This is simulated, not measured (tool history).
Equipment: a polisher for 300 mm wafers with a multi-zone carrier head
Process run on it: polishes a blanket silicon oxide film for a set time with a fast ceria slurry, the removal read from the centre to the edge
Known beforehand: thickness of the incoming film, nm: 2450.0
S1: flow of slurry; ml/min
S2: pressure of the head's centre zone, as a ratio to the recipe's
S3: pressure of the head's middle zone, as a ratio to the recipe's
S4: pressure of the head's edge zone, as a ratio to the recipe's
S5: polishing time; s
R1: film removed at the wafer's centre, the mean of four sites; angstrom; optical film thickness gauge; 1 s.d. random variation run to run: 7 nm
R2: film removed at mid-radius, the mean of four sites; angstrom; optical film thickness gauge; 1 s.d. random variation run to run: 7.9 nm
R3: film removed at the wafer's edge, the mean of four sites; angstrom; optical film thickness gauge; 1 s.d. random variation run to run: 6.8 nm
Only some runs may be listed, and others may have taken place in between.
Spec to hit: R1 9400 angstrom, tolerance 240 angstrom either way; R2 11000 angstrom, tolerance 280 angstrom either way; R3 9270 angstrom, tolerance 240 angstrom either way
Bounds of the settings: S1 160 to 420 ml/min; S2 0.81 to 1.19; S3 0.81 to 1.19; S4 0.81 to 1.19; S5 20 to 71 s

{"run": 1, "hour": 0.0, "S1": 270, "S2": 1, "S3": 1, "S4": 1, "S5": 45, "R1": 8972.3, "R2": 9064.9, "R3": 8676.7}
{"run": 2, "hour": 8.4, "S1": 270, "S2": 1, "S3": 1, "S4": 1.06, "S5": 45, "R1": 8869.1, "R2": 8944.9, "R3": 8901.3}
{"run": 3, "hour": 9.7, "S1": 270, "S2": 1, "S3": 1, "S4": 1.06, "S5": 38, "R1": 7535.9, "R2": 7626.7, "R3": 7533.1}
{"run": 4, "hour": 18.5, "S1": 220, "S2": 1, "S3": 1, "S4": 1.06, "S5": 38, "R1": 7252.8, "R2": 7385.5, "R3": 7308.5}
{"run": 5, "hour": 19.2, "S1": 245, "S2": 1, "S3": 1.03, "S4": 1.06, "S5": 39, "R1": 7565.7, "R2": 7886.6, "R3": 7733}
{"run": 6, "hour": 23.1, "S1": 265, "S2": 1, "S3": 1.06, "S4": 1.04, "S5": 40, "R1": 7918.7, "R2": 8437.3, "R3": 7895.7}
{"run": 7, "hour": 27.4, "S1": 285, "S2": 1, "S3": 1.08, "S4": 1.04, "S5": 41, "R1": 8175.6, "R2": 8900, "R3": 8172.9}
{"run": 8, "hour": 36.4, "S1": 300, "S2": 1, "S3": 1.1, "S4": 1.04, "S5": 41, "R1": 8193.2, "R2": 9022.6, "R3": 8081.6}
{"run": 9, "hour": 43.8, "S1": 310, "S2": 1, "S3": 1.12, "S4": 1.05, "S5": 42, "R1": 8418.3, "R2": 9463.1, "R3": 8278.2}
{"run": 10, "hour": 50.3, "S1": 315, "S2": 1, "S3": 1.13, "S4": 1.06, "S5": 43, "R1": 8691, "R2": 9752.8, "R3": 8571}

5 next moves are on the table. One of them brings every result within its allowed miss. Which?
{"run": "A", "hour": 56.8, "S1": 320, "S2": 1.01, "S3": 1.13, "S4": 1.08, "S5": 46, "R1": "?", "R2": "?", "R3": "?"}
{"run": "B", "hour": 56.8, "S1": 370, "S2": 1.06, "S3": 1.15, "S4": 1.09, "S5": 45, "R1": "?", "R2": "?", "R3": "?"}
{"run": "C", "hour": 56.8, "S1": 315, "S2": 1.02, "S3": 1.19, "S4": 1.08, "S5": 46, "R1": "?", "R2": "?", "R3": "?"}
{"run": "D", "hour": 56.8, "S1": 405, "S2": 0.91, "S3": 1.08, "S4": 1.14, "S5": 46, "R1": "?", "R2": "?", "R3": "?"}
{"run": "E", "hour": 56.8, "S1": 295, "S2": 1.05, "S3": 1.03, "S4": 1.12, "S5": 43, "R1": "?", "R2": "?", "R3": "?"}

move=A R1=9362.6 R2=10432 R3=9309.5
move=B R1=9702.4 R2=10493 R3=9239.3
move=C R1=9432.9 R2=10891 R3=9291
move=D R1=8726.3 R2=10243 R3=9725.2
move=E R1=8971.3 R2=8933.1 R3=8819.6
A: moves toward the targets from the last run without getting all of them in spec
B: moves toward the targets from the last run without getting all of them in spec
C: all results land within tolerance of their targets
D: moves toward the targets from the last run without getting all of them in spec
E: lands further from the targets than the last run did
C is the move that brings every result within its allowed miss.
